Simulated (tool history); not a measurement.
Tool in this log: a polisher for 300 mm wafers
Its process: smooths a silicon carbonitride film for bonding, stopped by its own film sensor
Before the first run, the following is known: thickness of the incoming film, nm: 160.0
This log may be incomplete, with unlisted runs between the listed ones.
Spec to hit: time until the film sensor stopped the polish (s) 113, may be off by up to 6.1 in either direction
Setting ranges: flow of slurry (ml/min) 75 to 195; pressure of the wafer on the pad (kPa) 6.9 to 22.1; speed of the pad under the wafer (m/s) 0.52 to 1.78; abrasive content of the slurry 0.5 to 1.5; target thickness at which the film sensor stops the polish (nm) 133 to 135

run	hour	flow of slurry (ml/min)	pressure of the wafer on the pad (kPa)	speed of the pad under the wafer (m/s)	abrasive content of the slurry	target thickness at which the film sensor stops the polish (nm)	time until the film sensor stopped the polish (s)
1	0	125	14.5	1.14	1	135	83.299
2	4.8	125	13.8	1.14	1	135	85.191
3	6.5	125	13.1	1.14	1	135	89.351
4	12.4	125	13.1	1.32	1	135	78.711
5	18.5	125	12.4	1.32	1	135	81.35
6	23.1	125	14.5	1.32	1	135	74.507
7	31.6	125	13.8	1.3	1	135	76.679
8	32.5	125	13.1	1.3	1	135	80.802
9	37.2	125	12.4	1.3	1	135	82.145
10	40.4	125	11.7	1.3	1	135	83.499
11	46.1	125	11	1.28	1	135	88.72
12	49.8	125	10.3	1.28	1	135	90.926
13	55	125	9.7	1.28	1	135	93.902

Consider the 5 candidate settings below. Which is the only one whose results all fall within their allowed miss of target?
A	60.2	100	9	1.16	0.9	133	?
B	60.2	155	8.3	1.04	0.9	133	?
C	60.2	125	11	1.04	1.05	133	?
D	60.2	105	10.3	0.92	1.15	133	?
E	60.2	120	9.7	1.02	0.95	133	?

move	time until the film sensor stopped the polish (s)
A	121.39
B	129.19
C	109.1
D	123.72
E	123.79
A: pushes the last run's worst result past its target
B: pushes the last run's worst result past its target
C: all results in spec
D: pushes the last run's worst result past its target
E: pushes the last run's worst result past its target
The right move is C.

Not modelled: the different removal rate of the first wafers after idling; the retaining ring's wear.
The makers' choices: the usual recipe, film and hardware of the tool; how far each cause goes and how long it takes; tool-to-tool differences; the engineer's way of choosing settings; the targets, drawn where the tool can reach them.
